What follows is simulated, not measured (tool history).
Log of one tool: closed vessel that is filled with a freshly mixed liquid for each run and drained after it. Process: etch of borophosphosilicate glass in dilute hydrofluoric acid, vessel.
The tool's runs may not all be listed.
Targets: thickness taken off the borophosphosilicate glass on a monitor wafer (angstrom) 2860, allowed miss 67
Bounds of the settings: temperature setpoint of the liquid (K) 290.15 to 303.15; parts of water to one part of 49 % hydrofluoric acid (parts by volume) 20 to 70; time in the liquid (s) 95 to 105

| run | hour | temperature setpoint of the liquid (K) | parts of water to one part of 49 % hydrofluoric acid (parts by volume) | time in the liquid (s) | thickness taken off the borophosphosilicate glass on a monitor wafer (angstrom) |
|---|---|---|---|---|---|
| 1 | 0 | 295.15 | 40 | 95 | 1498.3 |
| 2 | 1.9 | 297.15 | 35 | 95 | 1886.6 |
| 3 | 9.8 | 298.65 | 35 | 95 | 2001.8 |
| 4 | 13.2 | 299.65 | 35 | 95 | 2107.1 |
| 5 | 19.7 | 299.65 | 40 | 95 | 1807.2 |
|  | 28 | thermometer replaced |
| 6 | 28 | 299.65 | 50 | 95 | 1544.1 |
| 7 | 32.7 | 300.65 | 45 | 95 | 1797.6 |
| 8 | 40 | 300.65 | 45 | 95 | 1805.9 |
| 9 | 48.7 | 301.15 | 40 | 95 | 2051.5 |
| 10 | 55.3 | 301.65 | 35 | 95 | 2430.5 |
| 11 | 63 | 302.15 | 35 | 95 | 2498.5 |
| 12 | 64 | 302.65 | 35 | 95 | 2519.6 |

Which of these 4 next moves meets every target?
| A | 65 | 303.15 | 35 | 100 | ? |
| B | 65 | 303.15 | 35 | 105 | ? |
| C | 65 | 299.65 | 30 | 95 | ? |
| D | 65 | 302.65 | 35 | 100 | ? |

| move | thickness taken off the borophosphosilicate glass on a monitor wafer (angstrom) |
|---|---|
| A | 2725.1 |
| B | 2861.4 |
| C | 2641.4 |
| D | 2671.3 |
A: nearer than the last run, and not there yet
B: meets every target
C: nearer than the last run, and not there yet
D: nearer than the last run, and not there yet
The right move is B.

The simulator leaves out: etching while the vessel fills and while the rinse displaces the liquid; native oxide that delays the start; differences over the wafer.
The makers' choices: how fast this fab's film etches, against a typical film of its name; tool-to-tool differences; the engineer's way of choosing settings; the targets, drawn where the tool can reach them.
